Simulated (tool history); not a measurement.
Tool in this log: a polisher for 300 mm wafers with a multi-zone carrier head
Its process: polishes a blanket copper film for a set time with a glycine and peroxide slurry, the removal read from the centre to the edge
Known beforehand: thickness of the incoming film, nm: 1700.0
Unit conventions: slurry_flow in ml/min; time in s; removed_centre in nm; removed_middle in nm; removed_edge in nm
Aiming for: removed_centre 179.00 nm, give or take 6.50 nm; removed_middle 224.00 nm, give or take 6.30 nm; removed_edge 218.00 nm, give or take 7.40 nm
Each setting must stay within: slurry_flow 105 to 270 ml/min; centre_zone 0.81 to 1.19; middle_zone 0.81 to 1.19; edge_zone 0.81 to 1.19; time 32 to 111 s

{"run": 1, "hour": 0.0, "slurry_flow": 175, "centre_zone": 1.0, "middle_zone": 1.0, "edge_zone": 1.0, "time": 71, "removed_centre": 343.41, "removed_middle": 349.82, "removed_edge": 350.05}
{"run": 2, "hour": 0.8, "slurry_flow": 175, "centre_zone": 1.0, "middle_zone": 1.0, "edge_zone": 0.97, "time": 71, "removed_centre": 348.12, "removed_middle": 353.97, "removed_edge": 343.42}
{"run": 3, "hour": 7.3, "slurry_flow": 175, "centre_zone": 1.07, "middle_zone": 1.0, "edge_zone": 0.97, "time": 71, "removed_centre": 371.02, "removed_middle": 350.75, "removed_edge": 341.55}
{"run": 4, "hour": 8.4, "slurry_flow": 175, "centre_zone": 1.15, "middle_zone": 1.0, "edge_zone": 0.97, "time": 71, "removed_centre": 406.93, "removed_middle": 350.22, "removed_edge": 347.47}
{"run": 5, "hour": 17.1, "slurry_flow": 175, "centre_zone": 1.15, "middle_zone": 1.0, "edge_zone": 0.92, "time": 71, "removed_centre": 394.75, "removed_middle": 350.55, "removed_edge": 340.89}
{"run": 6, "hour": 23.0, "slurry_flow": 215, "centre_zone": 1.15, "middle_zone": 1.0, "edge_zone": 0.92, "time": 71, "removed_centre": 412.69, "removed_middle": 368.52, "removed_edge": 348.61}
{"run": 7, "hour": 27.4, "slurry_flow": 215, "centre_zone": 1.15, "middle_zone": 1.0, "edge_zone": 0.92, "time": 71, "removed_centre": 412.69, "removed_middle": 362.67, "removed_edge": 352.81}
{"run": 8, "hour": 31.1, "slurry_flow": 205, "centre_zone": 1.11, "middle_zone": 0.99, "edge_zone": 0.92, "time": 68, "removed_centre": 385.61, "removed_middle": 343.14, "removed_edge": 330.26}
{"run": 9, "hour": 31.6, "slurry_flow": 195, "centre_zone": 1.08, "middle_zone": 1.0, "edge_zone": 0.95, "time": 65, "removed_centre": 350.46, "removed_middle": 330.9, "removed_edge": 315.26}
{"run": 10, "hour": 36.4, "slurry_flow": 185, "centre_zone": 1.05, "middle_zone": 1.0, "edge_zone": 0.97, "time": 62, "removed_centre": 328.05, "removed_middle": 309.35, "removed_edge": 308.48}
{"run": 11, "hour": 38.2, "slurry_flow": 180, "centre_zone": 1.02, "middle_zone": 1.01, "edge_zone": 0.97, "time": 60, "removed_centre": 304.14, "removed_middle": 301.1, "removed_edge": 292.47}
{"run": 12, "hour": 46.0, "slurry_flow": 175, "centre_zone": 1.0, "middle_zone": 1.02, "edge_zone": 0.98, "time": 58, "removed_centre": 286.2, "removed_middle": 291.53, "removed_edge": 279.5}
{"run": 13, "hour": 50.3, "slurry_flow": 170, "centre_zone": 0.98, "middle_zone": 1.02, "edge_zone": 0.99, "time": 56, "removed_centre": 273.33, "removed_middle": 279.14, "removed_edge": 271.9}
{"run": 14, "hour": 54.7, "slurry_flow": 165, "centre_zone": 0.96, "middle_zone": 1.03, "edge_zone": 1.0, "time": 55, "removed_centre": 252.34, "removed_middle": 280.38, "removed_edge": 263.09}
{"run": 15, "hour": 58.7, "slurry_flow": 160, "centre_zone": 0.95, "middle_zone": 1.03, "edge_zone": 1.0, "time": 54, "removed_centre": 240.51, "removed_middle": 270.12, "removed_edge": 260.68}
{"run": 16, "hour": 61.7, "slurry_flow": 155, "centre_zone": 0.94, "middle_zone": 1.03, "edge_zone": 0.99, "time": 53, "removed_centre": 238.82, "removed_middle": 261.03, "removed_edge": 252.61}
{"run": 17, "hour": 65.4, "slurry_flow": 150, "centre_zone": 0.93, "middle_zone": 1.03, "edge_zone": 0.99, "time": 52, "removed_centre": 227.76, "removed_middle": 255.42, "removed_edge": 250.57}
{"run": 18, "hour": 69.4, "slurry_flow": 145, "centre_zone": 0.92, "middle_zone": 1.03, "edge_zone": 0.98, "time": 51, "removed_centre": 222.19, "removed_middle": 250.22, "removed_edge": 240.7}
{"run": 19, "hour": 70.4, "slurry_flow": 115, "centre_zone": 0.82, "middle_zone": 1.02, "edge_zone": 1.02, "time": 45, "removed_centre": 162.83, "removed_middle": 205.43, "removed_edge": 206.07}

Which single option among these 4 for the next run brings every result within its allowed miss of target? Just one does.
{"run": "A", "hour": 71.4, "slurry_flow": 125, "centre_zone": 0.9, "middle_zone": 1.12, "edge_zone": 0.86, "time": 44, "removed_centre": "?", "removed_middle": "?", "removed_edge": "?"}
{"run": "B", "hour": 71.4, "slurry_flow": 125, "centre_zone": 0.81, "middle_zone": 1.06, "edge_zone": 1.03, "time": 46, "removed_centre": "?", "removed_middle": "?", "removed_edge": "?"}
{"run": "C", "hour": 71.4, "slurry_flow": 115, "centre_zone": 0.81, "middle_zone": 1.03, "edge_zone": 1.04, "time": 51, "removed_centre": "?", "removed_middle": "?", "removed_edge": "?"}
{"run": "D", "hour": 71.4, "slurry_flow": 105, "centre_zone": 0.85, "middle_zone": 1.05, "edge_zone": 0.94, "time": 49, "removed_centre": "?", "removed_middle": "?", "removed_edge": "?"}

move=A removed_centre=176.98 removed_middle=221.39 removed_edge=197.57
move=B removed_centre=166.30 removed_middle=221.47 removed_edge=218.17
move=C removed_centre=179.41 removed_middle=234.32 removed_edge=238.76
move=D removed_centre=175.08 removed_middle=222.08 removed_edge=217.95
A: the worst result of the last run now meets its target, but another is out of spec
B: the worst result of the last run now meets its target, but another is out of spec
C: moves the result that the last run missed by most past its target, out the other side
D: all results land within tolerance of their targets
So the answer is move D, the one that meets all the targets.
